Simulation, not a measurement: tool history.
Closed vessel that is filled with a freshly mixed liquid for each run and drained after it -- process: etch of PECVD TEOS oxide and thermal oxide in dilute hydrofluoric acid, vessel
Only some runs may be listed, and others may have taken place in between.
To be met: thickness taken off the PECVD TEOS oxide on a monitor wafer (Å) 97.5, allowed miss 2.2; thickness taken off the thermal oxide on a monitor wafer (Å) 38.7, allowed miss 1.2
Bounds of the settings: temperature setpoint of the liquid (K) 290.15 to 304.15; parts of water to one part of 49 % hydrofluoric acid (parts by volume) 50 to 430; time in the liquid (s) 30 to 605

run,hour,temperature setpoint of the liquid (K),parts of water to one part of 49 % hydrofluoric acid (parts by volume),time in the liquid (s),thickness taken off the PECVD TEOS oxide on a monitor wafer (Å),thickness taken off the thermal oxide on a monitor wafer (Å)
1,0,296.15,240,310,122.43,47.838
2,4.3,296.15,160,310,198.19,81.052
3,8.5,296.15,220,310,136.86,53.751
4,11.8,294.15,225,310,123.54,48.138
5,13.2,294.15,295,310,87.397,34.918
6,19.3,295.15,295,310,89.907,36.289
7,27.1,295.65,295,310,92.91,36.622
8,28.4,296.15,295,310,93.735,37.46
9,31.2,297.15,290,310,100.09,39.843

Pick the move, out of 5, that brings all results within their allowed miss; only one does.
A,34,293.15,300,390,?,?
B,34,303.15,290,245,?,?
C,34,300.15,425,485,?,?
D,34,296.65,270,300,?,?
E,34,290.15,155,200,?,?

move,thickness taken off the PECVD TEOS oxide on a monitor wafer (Å),thickness taken off the thermal oxide on a monitor wafer (Å)
A,104.58,41.735
B,96.852,38.651
C,103.75,41.403
D,104.3,41.623
E,105.68,42.175
A: further off than the last run
B: meets every target
C: further off than the last run
D: further off than the last run
E: further off than the last run
Go with B: it meets all targets.
